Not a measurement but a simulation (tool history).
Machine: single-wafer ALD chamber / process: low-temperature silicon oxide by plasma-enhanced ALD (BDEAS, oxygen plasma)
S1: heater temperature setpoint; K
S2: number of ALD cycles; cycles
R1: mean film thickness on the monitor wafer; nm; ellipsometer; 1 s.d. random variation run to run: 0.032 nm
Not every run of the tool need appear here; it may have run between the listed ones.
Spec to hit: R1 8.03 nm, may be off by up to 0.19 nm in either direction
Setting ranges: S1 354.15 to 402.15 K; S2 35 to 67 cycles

Run 1, hour 0: S1 378.15 K, S2 51 cycles. Result: R1 6.96 nm.
Run 2, hour 6.9: S1 377.15 K, S2 53 cycles. Result: R1 7.3269 nm.
Run 3, hour 8.4: S1 376.15 K, S2 54 cycles. Result: R1 7.4518 nm.
Run 4, hour 9.7: S1 375.15 K, S2 55 cycles. Result: R1 7.6046 nm.
Run 5, hour 16.7: S1 375.15 K, S2 52 cycles. Result: R1 7.1479 nm.
Run 6, hour 19: S1 375.15 K, S2 53 cycles. Result: R1 7.3101 nm.
Run 7, hour 26.6: S1 375.15 K, S2 54 cycles. Result: R1 7.4183 nm.
Run 8, hour 28.4: S1 375.15 K, S2 55 cycles. Result: R1 7.539 nm.
Run 9, hour 34: S1 375.15 K, S2 56 cycles. Result: R1 7.7365 nm.

Exactly one of the 4 candidate moves below puts every result within its allowed miss. Which one?
Run A, hour 39.6: S1 355.15 K, S2 52 cycles. Result: R1 ?.
Run B, hour 39.6: S1 389.15 K, S2 64 cycles. Result: R1 ?.
Run C, hour 39.6: S1 380.15 K, S2 59 cycles. Result: R1 ?.
Run D, hour 39.6: S1 376.15 K, S2 55 cycles. Result: R1 ?.

move      R1
   A  7.6754
   B  8.5697
   C  8.0395
   D  7.5521
A: lands further from the targets than the last run did
B: takes the result that was furthest off past its target
C: every result lands within tolerance
D: lands further from the targets than the last run did
The move that meets every target is C.
